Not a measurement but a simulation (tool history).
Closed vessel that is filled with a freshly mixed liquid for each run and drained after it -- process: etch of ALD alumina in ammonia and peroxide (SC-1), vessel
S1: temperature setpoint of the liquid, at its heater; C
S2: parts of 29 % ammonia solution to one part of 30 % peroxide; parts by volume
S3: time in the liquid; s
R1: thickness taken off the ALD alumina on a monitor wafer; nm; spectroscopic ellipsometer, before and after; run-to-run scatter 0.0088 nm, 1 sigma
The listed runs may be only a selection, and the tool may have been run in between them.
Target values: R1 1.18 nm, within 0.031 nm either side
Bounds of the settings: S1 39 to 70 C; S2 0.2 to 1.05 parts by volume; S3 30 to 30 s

run   hour    S1    S2  S3       R1
  1      0    55  0.55  30   1.5202
  2    7.6    48  0.55  30   1.0488
  3   16.9    45  0.55  30  0.89253
  4   21.4  40.5  0.55  30  0.68828
  5   25.5  40.5  0.55  30  0.67673
  6   27.8  40.5  0.45  30  0.67085
  7     31    42  0.45  30    0.719
  8     36    43  0.45  30  0.76814
  9   41.1    44  0.45  30  0.81778
 10   48.9    45  0.45  30  0.87725
 11   54.9  45.5  0.45  30  0.89103
 12   63.3    46  0.45  30  0.91413
 13   68.4  46.5  0.45  30  0.94422
 14   74.4    47  0.45  30  0.97217
 15   82.3  47.5  0.45  30   1.0024
 16     85  47.5  0.45  30    1.005
 17   94.1  47.5  0.45  30  0.99598
 18  100.2    48  0.45  30   1.0356
 19  105.8  48.5  0.45  30   1.0476
 20  106.8    49  0.45  30   1.0812

Exactly one of the 4 candidate moves below puts every result within its allowed miss. Which one?
  A  107.8  49.5  0.35  30   ?
  B  107.8    52   0.4  30   ?
  C  107.8  50.5  0.45  30   ?
  D  107.8    49   0.5  30   ?

move      R1
   A  1.0915
   B  1.2696
   C  1.1819
   D  1.0979
A: closer than the last run, but not yet in spec
B: moves the result that the last run missed by most past its target, out the other side
C: every result within its allowed miss
D: closer than the last run, but not yet in spec
Answer: C
